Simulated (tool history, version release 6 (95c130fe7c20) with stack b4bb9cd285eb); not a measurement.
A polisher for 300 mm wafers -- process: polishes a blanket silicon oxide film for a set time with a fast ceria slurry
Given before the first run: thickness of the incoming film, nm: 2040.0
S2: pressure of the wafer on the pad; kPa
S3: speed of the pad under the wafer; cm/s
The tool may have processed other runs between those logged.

run 1 hour=0 | flow_of_slurry_(ml/min)=210 S2=23.4 S3=78 polishing_time_(s)=68 | film_removed_(angstrom)=8143
run 2 hour=0.9 | flow_of_slurry_(ml/min)=205 S2=21.4 S3=74 polishing_time_(s)=68 | film_removed_(angstrom)=7139.7
run 3 hour=5.8 | flow_of_slurry_(ml/min)=200 S2=20 S3=70 polishing_time_(s)=68 | film_removed_(angstrom)=6272.5
run 4 hour=10.5 | flow_of_slurry_(ml/min)=235 S2=20 S3=70 polishing_time_(s)=68 | film_removed_(angstrom)=6542.8
run 5 hour=15.3 | flow_of_slurry_(ml/min)=225 S2=18.6 S3=68 polishing_time_(s)=68 | film_removed_(angstrom)=5839.8
run 6 hour=22.6 | flow_of_slurry_(ml/min)=225 S2=18.6 S3=68 polishing_time_(s)=68 | film_removed_(angstrom)=5881.4
-- hour=24 slurry nozzle cleaned
run 7 hour=24 | flow_of_slurry_(ml/min)=220 S2=17.2 S3=66 polishing_time_(s)=68 | film_removed_(angstrom)=5473.2
run 8 hour=31.9 | flow_of_slurry_(ml/min)=215 S2=15.9 S3=64 polishing_time_(s)=68 | film_removed_(angstrom)=4927.6

Run 9, settings as shown, results not yet in. Your forecast:
run 9 hour=33.8 | flow_of_slurry_(ml/min)=210 S2=15.2 S3=62 polishing_time_(s)=68 | film_removed_(angstrom)=?

Run 9 came out at film removed (angstrom) 4565.2.
